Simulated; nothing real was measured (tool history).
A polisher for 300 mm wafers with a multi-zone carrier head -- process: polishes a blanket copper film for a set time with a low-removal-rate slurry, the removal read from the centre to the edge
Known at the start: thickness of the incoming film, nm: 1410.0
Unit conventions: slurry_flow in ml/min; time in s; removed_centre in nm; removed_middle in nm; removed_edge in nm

run,hour,slurry_flow,centre_zone,middle_zone,edge_zone,slurry_solids,time,removed_centre,removed_middle,removed_edge
1,0.0,200,1.00,1.00,1.00,1.00,42,117.27,116.47,114.12
2,5.9,205,1.01,1.02,1.02,1.10,44,126.81,133.72,123.16
3,14.4,165,1.01,1.02,1.02,1.10,44,119.22,125.87,120.89
4,20.4,165,1.05,1.02,1.02,1.10,44,128.25,125.51,122.67
5,25.9,165,1.05,1.02,0.99,1.10,44,126.76,127.71,119.52
6,27.7,165,1.05,1.02,0.93,1.10,44,126.17,126.67,115.96
7,34.2,165,1.06,1.02,0.96,1.15,46,136.56,133.55,127.29
8,41.3,165,1.06,1.02,0.96,1.15,46,134.08,132.56,122.78
9,47.6,160,1.06,1.03,0.99,1.20,48,140.92,137.33,132.70
10,53.3,160,1.06,1.03,0.99,1.20,48,137.68,140.80,133.78
11,59.3,170,1.07,1.04,1.01,1.25,49,149.62,147.04,136.86
12,66.4,170,1.06,1.04,1.02,1.30,50,152.11,153.64,142.43

The next listed run, before its measurement:
13,67.4,175,1.05,1.04,1.04,1.35,51,?,?,?

Run 13 came out at removed_centre 155.73 nm, removed_middle 156.54 nm, removed_edge 147.74 nm.
